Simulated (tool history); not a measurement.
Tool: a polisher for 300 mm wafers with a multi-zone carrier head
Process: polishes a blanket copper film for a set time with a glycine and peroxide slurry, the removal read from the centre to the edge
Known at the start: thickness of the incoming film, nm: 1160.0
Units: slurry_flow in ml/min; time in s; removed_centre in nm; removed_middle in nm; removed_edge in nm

run	hour	slurry_flow	centre_zone	middle_zone	edge_zone	time	removed_centre	removed_middle	removed_edge
1	0.0	285	1.00	1.00	1.00	63	471.39	486.59	484.27
2	3.6	290	1.02	0.99	1.03	67	505.36	509.59	514.90
3	5.5	290	1.03	0.97	1.05	71	553.49	538.36	565.95
4	11.5	290	1.03	0.97	1.05	62	488.97	473.48	493.23
5	18.6	290	1.03	0.97	1.12	62	482.06	466.89	488.75
6	22.4	290	0.99	0.97	1.12	62	466.06	465.55	496.47
7	29.1	295	1.01	0.96	1.13	66	498.74	491.63	535.43
8	36.5	305	1.04	0.95	1.14	69	536.50	514.17	563.03
9	44.7	310	1.06	0.94	1.14	72	572.52	526.68	583.71
10	50.2	310	1.07	0.94	1.14	75	597.14	551.64	609.72

Run 11 comes next. What will it give?
11	56.8	310	1.07	0.94	1.14	75	?	?	?

removed_centre: 605.98 nm
removed_middle: 556.92 nm
removed_edge: 614.06 nm

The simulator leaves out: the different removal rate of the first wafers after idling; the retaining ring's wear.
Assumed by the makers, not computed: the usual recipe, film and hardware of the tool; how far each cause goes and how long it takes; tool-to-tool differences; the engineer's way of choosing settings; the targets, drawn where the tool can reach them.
